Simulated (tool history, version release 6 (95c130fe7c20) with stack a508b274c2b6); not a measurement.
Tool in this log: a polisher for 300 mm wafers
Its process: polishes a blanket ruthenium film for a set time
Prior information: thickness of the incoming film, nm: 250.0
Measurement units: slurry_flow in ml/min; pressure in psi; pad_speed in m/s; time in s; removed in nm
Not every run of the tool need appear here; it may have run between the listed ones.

run,day,slurry_flow,pressure,pad_speed,time,removed
1,0.000,305,2.4,0.82,43,51.216
2,0.279,305,2.4,0.82,43,51.348
3,0.525,235,2.4,0.82,43,49.435
4,0.588,235,2.4,0.82,43,49.172
5,0.692,230,2.3,0.82,43,47.428
6,0.942,225,2.2,0.82,43,45.498
7,1.296,220,2.1,0.82,43,44.016

Predict the results of run 8:
8,1.483,220,2.0,0.82,43,?

{"run 8": {"removed": 43.211}}
